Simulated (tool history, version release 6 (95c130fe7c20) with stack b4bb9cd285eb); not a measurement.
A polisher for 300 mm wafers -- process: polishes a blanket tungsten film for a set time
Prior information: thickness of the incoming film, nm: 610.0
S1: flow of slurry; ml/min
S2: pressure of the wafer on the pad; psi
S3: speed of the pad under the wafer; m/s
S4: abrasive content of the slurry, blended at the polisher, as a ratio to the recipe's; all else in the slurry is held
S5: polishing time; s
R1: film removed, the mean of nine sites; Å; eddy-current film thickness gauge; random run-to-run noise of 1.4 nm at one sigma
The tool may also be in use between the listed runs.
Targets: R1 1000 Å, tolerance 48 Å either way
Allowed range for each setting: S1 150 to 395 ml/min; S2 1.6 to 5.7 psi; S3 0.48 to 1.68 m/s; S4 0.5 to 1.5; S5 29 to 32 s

{"run": 1, "hour": 0.0, "S1": 250, "S2": 3.6, "S3": 1.08, "S4": 1, "S5": 32, "R1": 1419.8}
{"run": 2, "hour": 8.3, "S1": 250, "S2": 3.4, "S3": 1.08, "S4": 1, "S5": 32, "R1": 1386.9}
{"run": 3, "hour": 13.8, "S1": 250, "S2": 4.3, "S3": 1.08, "S4": 1, "S5": 32, "R1": 1648.3}
{"run": 4, "hour": 22.7, "S1": 250, "S2": 4.3, "S3": 1.3, "S4": 1, "S5": 32, "R1": 1995.3}
{"run": 5, "hour": 30.3, "S1": 210, "S2": 4.3, "S3": 1.3, "S4": 1, "S5": 32, "R1": 1939.9}
{"run": 6, "hour": 39.0, "S1": 210, "S2": 4.6, "S3": 1.3, "S4": 1, "S5": 32, "R1": 2070.2}
{"run": 7, "hour": 42.5, "S1": 210, "S2": 4.1, "S3": 1.28, "S4": 1, "S5": 32, "R1": 1847}
{"run": 8, "hour": 49.5, "S1": 210, "S2": 3.7, "S3": 1.26, "S4": 1, "S5": 32, "R1": 1648.4}
{"run": 9, "hour": 53.3, "S1": 210, "S2": 3.3, "S3": 1.24, "S4": 1, "S5": 32, "R1": 1483.9}
{"run": 10, "hour": 62.2, "S1": 210, "S2": 3, "S3": 1.24, "S4": 1, "S5": 32, "R1": 1380.6}
{"run": 11, "hour": 66.5, "S1": 210, "S2": 2.8, "S3": 1.24, "S4": 1, "S5": 32, "R1": 1296.5}
{"run": 12, "hour": 69.2, "S1": 210, "S2": 2.6, "S3": 1.24, "S4": 1, "S5": 32, "R1": 1185.2}
{"run": 13, "hour": 72.4, "S1": 210, "S2": 2.5, "S3": 1.24, "S4": 1, "S5": 32, "R1": 1172.9}
{"run": 14, "hour": 79.5, "S1": 210, "S2": 2.4, "S3": 1.24, "S4": 1, "S5": 32, "R1": 1101.7}
{"run": 15, "hour": 86.9, "S1": 210, "S2": 2.3, "S3": 1.24, "S4": 1, "S5": 32, "R1": 1092.9}
{"run": 16, "hour": 94.8, "S1": 210, "S2": 2.2, "S3": 1.24, "S4": 1, "S5": 32, "R1": 1055.2}

Next run, 5 choices. One meets every target within its allowed miss, the rest don't. Which?
{"run": "A", "hour": 102.7, "S1": 150, "S2": 2.6, "S3": 1.12, "S4": 0.85, "S5": 29, "R1": "?"}
{"run": "B", "hour": 102.7, "S1": 235, "S2": 2.3, "S3": 1.3, "S4": 0.85, "S5": 32, "R1": "?"}
{"run": "C", "hour": 102.7, "S1": 240, "S2": 2.8, "S3": 1.04, "S4": 0.5, "S5": 29, "R1": "?"}
{"run": "D", "hour": 102.7, "S1": 200, "S2": 2.4, "S3": 1.14, "S4": 1.1, "S5": 30, "R1": "?"}
{"run": "E", "hour": 102.7, "S1": 220, "S2": 1.9, "S3": 1.26, "S4": 1, "S5": 30, "R1": "?"}

move=A R1=909.94
move=B R1=1125.6
move=C R1=876.24
move=D R1=992.69
move=E R1=901.15
A: the result that was furthest off in the last run now lies on the other side of its target
B: further off than the last run
C: the result that was furthest off in the last run now lies on the other side of its target
D: every result within its allowed miss
E: the result that was furthest off in the last run now lies on the other side of its target
D is the move that brings every result within its allowed miss.
